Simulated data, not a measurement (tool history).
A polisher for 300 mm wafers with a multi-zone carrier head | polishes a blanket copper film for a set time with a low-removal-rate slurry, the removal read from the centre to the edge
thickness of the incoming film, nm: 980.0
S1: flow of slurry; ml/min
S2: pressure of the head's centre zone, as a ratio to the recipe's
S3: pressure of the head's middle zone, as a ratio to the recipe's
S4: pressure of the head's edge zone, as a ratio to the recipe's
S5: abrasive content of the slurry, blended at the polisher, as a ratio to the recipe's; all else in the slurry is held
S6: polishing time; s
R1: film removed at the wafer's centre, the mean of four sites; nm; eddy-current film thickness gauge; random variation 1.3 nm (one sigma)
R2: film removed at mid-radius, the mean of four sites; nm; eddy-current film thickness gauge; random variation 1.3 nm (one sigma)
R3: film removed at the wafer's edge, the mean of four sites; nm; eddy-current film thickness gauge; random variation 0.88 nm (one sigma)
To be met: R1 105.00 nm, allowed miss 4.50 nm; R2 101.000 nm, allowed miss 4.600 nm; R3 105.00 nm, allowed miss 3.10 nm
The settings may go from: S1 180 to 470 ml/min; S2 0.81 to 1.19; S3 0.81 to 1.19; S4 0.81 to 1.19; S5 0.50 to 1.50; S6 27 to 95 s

run	hour	S1	S2	S3	S4	S5	S6	R1	R2	R3
1	0.0	300	1.00	1.00	1.00	1.00	61	163.12	158.760	161.10
2	4.4	300	0.99	0.99	0.98	0.90	58	149.72	147.080	150.42
3	13.3	300	0.99	0.98	0.96	0.85	55	142.03	133.030	138.43
4	19.2	300	0.98	0.98	0.94	0.80	54	137.69	129.600	134.47
5	23.5	300	0.98	1.02	0.94	0.80	54	136.02	137.650	133.28
6	27.4	300	0.97	1.01	0.93	0.75	53	133.28	131.070	130.10
7	30.0	300	0.96	1.00	0.92	0.70	52	128.96	132.710	126.18
8	36.4	295	0.95	0.98	0.91	0.65	50	119.23	121.000	118.88
9	45.0	290	0.95	0.96	0.90	0.60	50	119.75	115.870	118.43
10	49.7	290	0.94	0.95	0.89	0.60	49	116.28	114.200	113.89
11	51.2	285	0.93	0.94	0.88	0.60	49	111.98	114.100	113.74
12	54.5	280	0.93	0.93	0.87	0.60	49	112.93	110.790	113.77
13	55.4	280	0.93	0.93	0.86	0.60	49	113.55	111.250	113.25
14	59.7	280	0.93	0.92	0.86	0.60	49	112.28	110.120	112.04
15	60.3	280	0.93	0.91	0.85	0.60	49	115.80	108.630	112.43
16	65.2	275	0.92	0.91	0.84	0.60	49	112.65	111.870	110.84
17	74.2	275	0.92	0.90	0.84	0.60	49	111.50	110.070	110.75

Which of these 4 next moves meets every target?
A	83.2	215	0.82	0.85	0.91	0.65	51	?	?	?
B	83.2	280	0.91	0.97	0.84	0.75	50	?	?	?
C	83.2	270	0.90	1.04	0.81	0.65	48	?	?	?
D	83.2	255	0.94	0.89	0.86	0.55	46	?	?	?

move	R1	R2	R3
A	101.74	106.270	119.56
B	116.47	121.670	117.32
C	108.32	121.370	108.57
D	105.68	99.587	104.63
A: further off than the last run
B: further off than the last run
C: further off than the last run
D: meets every target
The right move is D.

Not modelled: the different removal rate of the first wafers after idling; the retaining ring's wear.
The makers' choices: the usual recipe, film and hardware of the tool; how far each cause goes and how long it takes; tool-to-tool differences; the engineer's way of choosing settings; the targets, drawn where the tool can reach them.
